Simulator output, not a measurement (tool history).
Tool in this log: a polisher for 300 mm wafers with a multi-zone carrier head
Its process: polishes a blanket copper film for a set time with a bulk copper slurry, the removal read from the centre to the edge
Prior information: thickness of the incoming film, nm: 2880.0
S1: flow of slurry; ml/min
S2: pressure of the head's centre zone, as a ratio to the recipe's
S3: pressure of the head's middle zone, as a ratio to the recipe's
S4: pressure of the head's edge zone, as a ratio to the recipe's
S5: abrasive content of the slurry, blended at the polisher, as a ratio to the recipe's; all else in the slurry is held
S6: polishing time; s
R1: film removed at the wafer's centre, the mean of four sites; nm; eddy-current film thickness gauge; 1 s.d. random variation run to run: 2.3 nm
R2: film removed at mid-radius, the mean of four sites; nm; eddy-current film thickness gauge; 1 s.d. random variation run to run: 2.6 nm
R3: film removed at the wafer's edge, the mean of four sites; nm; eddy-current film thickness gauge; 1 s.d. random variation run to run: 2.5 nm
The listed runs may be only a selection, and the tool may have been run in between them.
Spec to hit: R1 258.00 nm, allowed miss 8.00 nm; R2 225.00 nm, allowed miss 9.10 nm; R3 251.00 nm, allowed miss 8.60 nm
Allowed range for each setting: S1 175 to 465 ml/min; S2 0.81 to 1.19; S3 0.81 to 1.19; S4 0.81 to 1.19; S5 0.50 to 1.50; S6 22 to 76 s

| run | hour | S1 | S2 | S3 | S4 | S5 | S6 | R1 | R2 | R3 |
|---|---|---|---|---|---|---|---|---|---|---|
| 1 | 0.0 | 295 | 1.00 | 1.00 | 1.00 | 1.00 | 49 | 424.54 | 412.05 | 425.54 |
| 2 | 7.0 | 290 | 0.99 | 0.95 | 0.96 | 0.85 | 43 | 354.28 | 328.42 | 348.74 |
| 3 | 14.6 | 285 | 0.97 | 0.91 | 0.92 | 0.75 | 41 | 321.38 | 300.29 | 316.77 |
| 4 | 15.8 | 280 | 0.97 | 0.88 | 0.91 | 0.65 | 39 | 292.89 | 272.30 | 291.82 |
| 5 | 19.8 | 275 | 0.98 | 0.86 | 0.90 | 0.60 | 38 | 283.15 | 243.90 | 275.37 |
| 6 | 28.7 | 275 | 0.98 | 0.86 | 0.83 | 0.60 | 38 | 279.66 | 247.11 | 264.28 |
| 7 | 33.6 | 275 | 0.98 | 0.86 | 0.83 | 0.60 | 38 | 285.74 | 246.95 | 270.60 |
| 8 | 35.5 | 255 | 0.94 | 0.83 | 0.81 | 0.50 | 36 | 245.85 | 217.33 | 238.89 |
| 9 | 38.8 | 270 | 0.95 | 0.83 | 0.82 | 0.50 | 36 | 248.78 | 218.43 | 238.21 |
| 10 | 42.0 | 265 | 0.96 | 0.84 | 0.84 | 0.50 | 36 | 253.99 | 217.73 | 236.36 |
|  | 46.9 | centre zone pressure recalibrated |
| 11 | 46.9 | 275 | 0.96 | 0.84 | 0.85 | 0.50 | 36 | 242.21 | 222.13 | 243.39 |

Consider the 5 candidate settings below. Which is the only one whose results all fall within their allowed miss of target?
| A | 51.8 | 205 | 1.00 | 0.94 | 0.81 | 0.50 | 33 | ? | ? | ? |
| B | 51.8 | 465 | 0.89 | 0.90 | 1.00 | 0.50 | 34 | ? | ? | ? |
| C | 51.8 | 210 | 0.97 | 0.81 | 0.81 | 0.80 | 35 | ? | ? | ? |
| D | 51.8 | 375 | 0.88 | 0.81 | 0.99 | 0.50 | 34 | ? | ? | ? |
| E | 51.8 | 305 | 0.88 | 0.87 | 0.94 | 0.60 | 34 | ? | ? | ? |

| move | R1 | R2 | R3 |
|---|---|---|---|
| A | 219.71 | 215.92 | 213.47 |
| B | 222.80 | 230.73 | 254.86 |
| C | 255.90 | 228.25 | 255.39 |
| D | 217.13 | 208.53 | 251.14 |
| E | 223.23 | 227.63 | 253.34 |
A: the biggest miss grows against the last run
B: the biggest miss grows against the last run
C: every result lands within tolerance
D: the biggest miss grows against the last run
E: the biggest miss grows against the last run
The right move is C.
